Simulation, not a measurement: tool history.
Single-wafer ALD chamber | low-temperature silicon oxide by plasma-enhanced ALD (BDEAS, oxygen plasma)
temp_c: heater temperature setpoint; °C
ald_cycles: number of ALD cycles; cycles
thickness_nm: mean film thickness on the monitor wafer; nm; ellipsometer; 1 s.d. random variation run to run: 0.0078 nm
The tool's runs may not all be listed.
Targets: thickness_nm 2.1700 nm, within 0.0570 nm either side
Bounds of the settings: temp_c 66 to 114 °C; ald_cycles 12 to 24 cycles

{"run": 1, "day": 0.0, "temp_c": 90, "ald_cycles": 18, "thickness_nm": 2.5172}
{"run": 2, "day": 0.146, "temp_c": 95, "ald_cycles": 18, "thickness_nm": 2.4829}
{"run": 3, "day": 0.496, "temp_c": 97, "ald_cycles": 17, "thickness_nm": 2.3339}
{"run": 4, "day": 0.6, "temp_c": 97, "ald_cycles": 19, "thickness_nm": 2.5891}
{"run": 5, "day": 0.771, "temp_c": 89, "ald_cycles": 19, "thickness_nm": 2.6786}
{"run": 6, "day": 1.083, "temp_c": 99, "ald_cycles": 19, "thickness_nm": 2.5582}
{"run": 7, "day": 1.142, "temp_c": 99, "ald_cycles": 19, "thickness_nm": 2.5797}
{"run": 8, "day": 1.496, "temp_c": 101, "ald_cycles": 18, "thickness_nm": 2.4339}
{"run": 9, "day": 1.596, "temp_c": 101, "ald_cycles": 18, "thickness_nm": 2.4288}
{"run": 10, "day": 1.708, "temp_c": 109, "ald_cycles": 15, "thickness_nm": 2.0025}
{"run": 11, "day": 1.967, "temp_c": 106, "ald_cycles": 15, "thickness_nm": 2.0063}

Which one of the following 5 next-run settings gets every result inside its allowed miss? There is exactly one.
{"run": "A", "day": 2.225, "temp_c": 101, "ald_cycles": 13, "thickness_nm": "?"}
{"run": "B", "day": 2.225, "temp_c": 100, "ald_cycles": 16, "thickness_nm": "?"}
{"run": "C", "day": 2.225, "temp_c": 110, "ald_cycles": 13, "thickness_nm": "?"}
{"run": "D", "day": 2.225, "temp_c": 109, "ald_cycles": 13, "thickness_nm": "?"}
{"run": "E", "day": 2.225, "temp_c": 108, "ald_cycles": 14, "thickness_nm": "?"}

move=A thickness_nm=1.7512
move=B thickness_nm=2.1594
move=C thickness_nm=1.7211
move=D thickness_nm=1.7245
move=E thickness_nm=1.8607
A: the biggest miss grows against the last run
B: all results in spec
C: the biggest miss grows against the last run
D: the biggest miss grows against the last run
E: the biggest miss grows against the last run
Go with B: it meets all targets.
